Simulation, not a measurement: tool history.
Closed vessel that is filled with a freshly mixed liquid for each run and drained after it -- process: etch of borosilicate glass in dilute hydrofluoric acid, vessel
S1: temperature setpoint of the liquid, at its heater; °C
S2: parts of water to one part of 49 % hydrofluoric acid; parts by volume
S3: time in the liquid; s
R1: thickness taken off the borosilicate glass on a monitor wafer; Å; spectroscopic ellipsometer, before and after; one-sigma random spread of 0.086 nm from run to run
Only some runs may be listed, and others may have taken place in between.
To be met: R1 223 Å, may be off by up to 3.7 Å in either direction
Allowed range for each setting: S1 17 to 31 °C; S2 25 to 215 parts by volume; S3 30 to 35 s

{"run": 1, "day": 0.0, "S1": 23, "S2": 120, "S3": 35, "R1": 89.019}
{"run": 2, "day": 0.225, "S1": 24, "S2": 115, "S3": 35, "R1": 97.509}
{"run": 3, "day": 0.488, "S1": 24, "S2": 115, "S3": 30, "R1": 83.668}
{"run": 4, "day": 0.6, "S1": 24, "S2": 115, "S3": 35, "R1": 96.558}
{"run": 5, "day": 0.788, "S1": 25, "S2": 110, "S3": 35, "R1": 106.63}
{"run": 6, "day": 0.967, "S1": 25, "S2": 130, "S3": 35, "R1": 88.074}
{"run": 7, "day": 1.338, "S1": 25.5, "S2": 120, "S3": 35, "R1": 98.586}
{"run": 8, "day": 1.508, "S1": 26, "S2": 115, "S3": 35, "R1": 104.69}
{"run": 9, "day": 1.792, "S1": 26.5, "S2": 110, "S3": 35, "R1": 112.87}
{"run": 10, "day": 1.825, "S1": 30.5, "S2": 60, "S3": 35, "R1": 259.36}
{"day": 1.879, "done": "thermometer replaced"}
{"run": 11, "day": 1.879, "S1": 30, "S2": 60, "S3": 35, "R1": 242.62}

Consider the 5 candidate settings below. Which is the only one whose results all fall within their allowed miss of target?
{"run": "A", "day": 1.933, "S1": 30.5, "S2": 55, "S3": 30, "R1": "?"}
{"run": "B", "day": 1.933, "S1": 30, "S2": 65, "S3": 35, "R1": "?"}
{"run": "C", "day": 1.933, "S1": 31, "S2": 60, "S3": 30, "R1": "?"}
{"run": "D", "day": 1.933, "S1": 26.5, "S2": 55, "S3": 35, "R1": "?"}
{"run": "E", "day": 1.933, "S1": 31, "S2": 70, "S3": 35, "R1": "?"}

move=A R1=231.22
move=B R1=220.49
move=C R1=214.43
move=D R1=230.31
move=E R1=211.17
A: nearer the targets than the last run, but a result is still out of spec
B: in spec on every target
C: carries the result that was furthest off beyond its target, to the other side
D: nearer the targets than the last run, but a result is still out of spec
E: carries the result that was furthest off beyond its target, to the other side
B meets every target.

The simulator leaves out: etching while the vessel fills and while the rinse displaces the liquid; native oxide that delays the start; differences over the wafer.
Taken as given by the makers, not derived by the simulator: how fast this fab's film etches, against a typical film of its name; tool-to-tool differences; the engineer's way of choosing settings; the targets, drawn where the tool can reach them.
